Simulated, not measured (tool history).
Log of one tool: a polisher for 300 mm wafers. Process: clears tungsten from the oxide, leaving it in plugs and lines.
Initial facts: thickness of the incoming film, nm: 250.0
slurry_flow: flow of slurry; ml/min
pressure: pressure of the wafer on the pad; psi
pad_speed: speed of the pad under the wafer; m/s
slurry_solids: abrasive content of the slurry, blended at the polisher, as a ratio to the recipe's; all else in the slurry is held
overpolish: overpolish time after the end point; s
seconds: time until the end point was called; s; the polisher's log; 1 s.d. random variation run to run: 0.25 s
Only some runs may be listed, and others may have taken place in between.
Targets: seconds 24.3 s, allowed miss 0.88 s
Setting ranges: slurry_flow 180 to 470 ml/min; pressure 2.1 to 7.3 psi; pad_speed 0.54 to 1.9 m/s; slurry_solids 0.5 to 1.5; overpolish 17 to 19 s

Run 1, hour 0: slurry_flow 300 ml/min, pressure 4.7 psi, pad_speed 1.22 m/s, slurry_solids 1, overpolish 17 s. Result: seconds 32.035 s.
Run 2, hour 2.2: slurry_flow 300 ml/min, pressure 5 psi, pad_speed 1.22 m/s, slurry_solids 1, overpolish 17 s. Result: seconds 29.817 s.
Run 3, hour 3.4: slurry_flow 300 ml/min, pressure 5.2 psi, pad_speed 1.22 m/s, slurry_solids 1, overpolish 17 s. Result: seconds 29.688 s.
Run 4, hour 9.5: slurry_flow 300 ml/min, pressure 5.4 psi, pad_speed 1.22 m/s, slurry_solids 1, overpolish 17 s. Result: seconds 28.257 s.
Run 5, hour 13.3: slurry_flow 300 ml/min, pressure 5.6 psi, pad_speed 1.22 m/s, slurry_solids 1, overpolish 17 s. Result: seconds 27.229 s.
Run 6, hour 15.9: slurry_flow 300 ml/min, pressure 5.7 psi, pad_speed 1.22 m/s, slurry_solids 1, overpolish 17 s. Result: seconds 27.055 s.
Run 7, hour 17.5: slurry_flow 300 ml/min, pressure 5.7 psi, pad_speed 1.22 m/s, slurry_solids 1, overpolish 17 s. Result: seconds 27.094 s.
Run 8, hour 21.1: slurry_flow 300 ml/min, pressure 5.8 psi, pad_speed 1.22 m/s, slurry_solids 1, overpolish 17 s. Result: seconds 26.9 s.
Run 9, hour 26.9: slurry_flow 300 ml/min, pressure 5.8 psi, pad_speed 1.22 m/s, slurry_solids 1, overpolish 17 s. Result: seconds 26.193 s.
Run 10, hour 34.8: slurry_flow 300 ml/min, pressure 5.9 psi, pad_speed 1.22 m/s, slurry_solids 1, overpolish 17 s. Result: seconds 26.314 s.
Run 11, hour 35.6: slurry_flow 300 ml/min, pressure 6 psi, pad_speed 1.22 m/s, slurry_solids 1, overpolish 17 s. Result: seconds 26.037 s.

Exercise: of the 5 proposed moves below, exactly one satisfies all targets within the stated allowed misses. Which move is it?
Run A, hour 36.4: slurry_flow 195 ml/min, pressure 6.4 psi, pad_speed 1.32 m/s, slurry_solids 1.05, overpolish 19 s. Result: seconds ?.
Run B, hour 36.4: slurry_flow 235 ml/min, pressure 5.4 psi, pad_speed 1.22 m/s, slurry_solids 1.05, overpolish 18 s. Result: seconds ?.
Run C, hour 36.4: slurry_flow 290 ml/min, pressure 6.1 psi, pad_speed 1.22 m/s, slurry_solids 1, overpolish 17 s. Result: seconds ?.
Run D, hour 36.4: slurry_flow 290 ml/min, pressure 5.9 psi, pad_speed 1.28 m/s, slurry_solids 0.8, overpolish 17 s. Result: seconds ?.
Run E, hour 36.4: slurry_flow 280 ml/min, pressure 5.8 psi, pad_speed 1.1 m/s, slurry_solids 1.1, overpolish 19 s. Result: seconds ?.

move  seconds
   A   24.386
   B   28.841
   C   25.971
   D   27.086
   E   28.795
A: each result inside its tolerance
B: its largest miss is bigger than the last run's
C: no better and no worse than the last run
D: its largest miss is bigger than the last run's
E: its largest miss is bigger than the last run's
Move A is the one to make.
